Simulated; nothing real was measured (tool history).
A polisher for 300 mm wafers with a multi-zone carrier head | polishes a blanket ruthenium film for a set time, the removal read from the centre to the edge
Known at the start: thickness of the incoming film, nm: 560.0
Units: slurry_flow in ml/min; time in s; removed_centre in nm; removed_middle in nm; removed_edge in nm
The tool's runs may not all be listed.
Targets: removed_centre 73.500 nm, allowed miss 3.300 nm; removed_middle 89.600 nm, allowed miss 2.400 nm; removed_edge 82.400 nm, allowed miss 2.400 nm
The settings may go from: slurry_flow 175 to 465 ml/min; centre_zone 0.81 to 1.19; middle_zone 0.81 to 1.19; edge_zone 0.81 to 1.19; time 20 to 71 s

run  hour  slurry_flow  centre_zone  middle_zone  edge_zone  time  removed_centre  removed_middle  removed_edge
  1   0.0          295         1.00         1.00       1.00    45          65.443          66.935        65.607
  2   5.5          295         1.08         1.00       1.00    45          69.978          66.333        65.763
  3   9.5          305         1.04         1.06       1.06    47          70.573          72.193        71.945
  4  15.7          360         1.04         1.06       1.06    47          70.088          73.919        71.334
  5  24.7          365         1.02         1.10       1.08    49          74.075          79.056        75.543
  6  32.6          375         0.98         1.13       1.10    50          71.747          82.129        77.119
  7  36.8          375         0.98         1.13       1.10    50          70.668          83.355        77.486
  8  43.6          375         0.98         1.15       1.12    51          72.195          86.544        80.601
  9  51.0          375         0.98         1.16       1.13    51          71.558          84.778        81.967
     52.1  -- worn pad replaced by a new one
 10  52.1          390         0.98         1.17       1.13    51          83.458          96.197        89.770
 11  55.7          370         0.97         1.17       1.12    51          80.087          96.364        88.442
 12  57.9          395         0.96         1.17       1.12    51          79.421          98.364        88.270
 13  65.1          375         0.96         1.17       1.12    51          78.822          96.209        89.465

4 next moves are on the table. One of them brings every result within its allowed miss. Which?
  A  72.3          455         0.92         1.13       1.05    48               ?               ?             ?
  B  72.3          465         1.03         1.06       1.08    48               ?               ?             ?
  C  72.3          335         0.92         1.07       1.14    56               ?               ?             ?
  D  72.3          310         0.96         1.04       1.19    50               ?               ?             ?

move  removed_centre  removed_middle  removed_edge
   A          73.345          88.592        81.220
   B          82.274          84.372        82.524
   C          83.494          96.903        97.171
   D          77.244          84.076        88.305
A: meets every target
B: brings the result that was furthest off to its target, and leaves another outside
C: further off than the last run
D: nearer than the last run, and not there yet
Answer: A
